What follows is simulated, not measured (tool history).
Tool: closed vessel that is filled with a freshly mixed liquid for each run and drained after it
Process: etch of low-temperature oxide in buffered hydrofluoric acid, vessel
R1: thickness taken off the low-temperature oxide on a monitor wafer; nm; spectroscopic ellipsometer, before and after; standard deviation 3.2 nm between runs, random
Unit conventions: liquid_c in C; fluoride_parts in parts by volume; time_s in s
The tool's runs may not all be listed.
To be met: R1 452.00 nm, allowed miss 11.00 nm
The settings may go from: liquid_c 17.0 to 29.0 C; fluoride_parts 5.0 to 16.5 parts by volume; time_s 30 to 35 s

run 1 hour=0.0 | liquid_c=21.0 fluoride_parts=10.0 time_s=35 | R1=212.97
run 2 hour=6.4 | liquid_c=21.0 fluoride_parts=10.0 time_s=30 | R1=178.01
run 3 hour=14.2 | liquid_c=23.5 fluoride_parts=8.5 time_s=30 | R1=238.23
run 4 hour=17.8 | liquid_c=23.5 fluoride_parts=10.0 time_s=30 | R1=208.36
run 5 hour=20.8 | liquid_c=23.5 fluoride_parts=10.0 time_s=30 | R1=207.18
run 6 hour=24.0 | liquid_c=23.5 fluoride_parts=8.5 time_s=30 | R1=237.53
run 7 hour=26.5 | liquid_c=25.5 fluoride_parts=7.5 time_s=30 | R1=300.14
run 8 hour=28.6 | liquid_c=26.5 fluoride_parts=7.0 time_s=30 | R1=339.73
run 9 hour=36.5 | liquid_c=29.0 fluoride_parts=5.5 time_s=30 | R1=486.30

Pick the move, out of 4, that brings all results within their allowed miss; only one does.
run A hour=44.4 | liquid_c=28.0 fluoride_parts=6.0 time_s=30 | R1=?
run B hour=44.4 | liquid_c=29.0 fluoride_parts=7.0 time_s=35 | R1=?
run C hour=44.4 | liquid_c=29.0 fluoride_parts=6.5 time_s=30 | R1=?
run D hour=44.4 | liquid_c=29.0 fluoride_parts=7.5 time_s=35 | R1=?

move=A R1=422.51
move=B R1=454.78
move=C R1=415.67
move=D R1=422.18
A: carries the result that was furthest off beyond its target, to the other side
B: meets every target
C: carries the result that was furthest off beyond its target, to the other side
D: carries the result that was furthest off beyond its target, to the other side
B meets every target.
